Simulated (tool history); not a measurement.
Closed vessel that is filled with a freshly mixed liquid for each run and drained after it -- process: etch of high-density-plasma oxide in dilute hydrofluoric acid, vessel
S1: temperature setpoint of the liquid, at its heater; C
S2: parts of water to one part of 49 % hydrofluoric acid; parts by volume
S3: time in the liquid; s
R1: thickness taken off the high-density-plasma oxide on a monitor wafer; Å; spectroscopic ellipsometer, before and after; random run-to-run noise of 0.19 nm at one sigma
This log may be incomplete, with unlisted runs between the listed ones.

run,hour,S1,S2,S3,R1
1,0.0,24.0,270,2010,381.97
2,7.1,24.0,200,2010,556.76
3,13.0,23.0,225,2010,472.03
4,19.3,20.5,225,2010,425.70
5,27.6,20.0,245,2010,379.62
6,35.2,22.0,245,2010,405.99
7,38.3,21.5,260,2010,362.31

The next listed run, before its measurement:
8,47.9,21.0,275,2010,?

Run 8 gave R1 335.27 Å.
